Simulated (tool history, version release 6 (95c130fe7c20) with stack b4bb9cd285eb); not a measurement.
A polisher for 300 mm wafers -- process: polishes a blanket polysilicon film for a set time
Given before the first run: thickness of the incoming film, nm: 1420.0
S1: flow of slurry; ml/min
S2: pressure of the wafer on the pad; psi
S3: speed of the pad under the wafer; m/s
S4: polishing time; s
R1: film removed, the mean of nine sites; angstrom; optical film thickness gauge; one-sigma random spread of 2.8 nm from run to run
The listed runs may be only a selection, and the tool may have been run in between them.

run 1 day=0 | S1=270 S2=2.1 S3=1.06 S4=33 | R1=2038.8
run 2 day=0.133 | S1=270 S2=2.4 S3=1.06 S4=33 | R1=2171.7
run 3 day=0.179 | S1=270 S2=2.8 S3=1.06 S4=33 | R1=2450.7
run 4 day=0.371 | S1=270 S2=2.8 S3=1.06 S4=33 | R1=2465
run 5 day=0.617 | S1=270 S2=2.8 S3=1.06 S4=33 | R1=2465.8
run 6 day=0.775 | S1=270 S2=3 S3=1.06 S4=33 | R1=2575.3

For run 7, what comes out?
run 7 day=1.142 | S1=270 S2=3 S3=1.08 S4=33 | R1=?

Run 7 produced R1 2599.9 angstrom.
